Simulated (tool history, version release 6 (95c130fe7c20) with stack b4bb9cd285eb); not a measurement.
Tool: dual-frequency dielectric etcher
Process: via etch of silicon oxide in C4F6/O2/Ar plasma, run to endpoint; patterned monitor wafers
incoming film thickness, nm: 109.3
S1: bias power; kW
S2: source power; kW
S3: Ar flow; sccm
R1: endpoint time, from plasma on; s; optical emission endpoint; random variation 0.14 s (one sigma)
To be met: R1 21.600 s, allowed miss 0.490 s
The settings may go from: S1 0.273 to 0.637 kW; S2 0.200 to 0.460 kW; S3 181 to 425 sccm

Run 1, hour 0.0: S1 0.455 kW, S2 0.330 kW, S3 303 sccm. Result: R1 26.295 s.
Run 2, hour 1.7: S1 0.455 kW, S2 0.280 kW, S3 303 sccm. Result: R1 27.302 s.
Run 3, hour 7.2: S1 0.455 kW, S2 0.280 kW, S3 263 sccm. Result: R1 26.994 s.
Run 4, hour 14.2: S1 0.455 kW, S2 0.240 kW, S3 263 sccm. Result: R1 28.380 s.
Run 5, hour 19.6: S1 0.455 kW, S2 0.240 kW, S3 242 sccm. Result: R1 28.254 s.
Run 6, hour 24.7: S1 0.484 kW, S2 0.260 kW, S3 239 sccm. Result: R1 26.746 s.
Run 7, hour 26.5: S1 0.508 kW, S2 0.270 kW, S3 236 sccm. Result: R1 25.401 s.
Run 8, hour 28.4: S1 0.528 kW, S2 0.270 kW, S3 235 sccm. Result: R1 25.431 s.
Run 9, hour 33.1: S1 0.544 kW, S2 0.280 kW, S3 232 sccm. Result: R1 24.888 s.
At hour 41.3: wet clean of the chamber.
Run 10, hour 41.3: S1 0.558 kW, S2 0.290 kW, S3 229 sccm. Result: R1 23.789 s.

Which of these 4 next moves meets every target?
Run A, hour 49.5: S1 0.517 kW, S2 0.290 kW, S3 266 sccm. Result: R1 ?.
Run B, hour 49.5: S1 0.637 kW, S2 0.380 kW, S3 227 sccm. Result: R1 ?.
Run C, hour 49.5: S1 0.631 kW, S2 0.370 kW, S3 190 sccm. Result: R1 ?.
Run D, hour 49.5: S1 0.629 kW, S2 0.320 kW, S3 210 sccm. Result: R1 ?.

move      R1
   A  24.720
   B  20.653
   C  20.519
   D  21.692
A: further off than the last run
B: takes the result that was furthest off past its target
C: takes the result that was furthest off past its target
D: meets every target
Move D is the one to make.
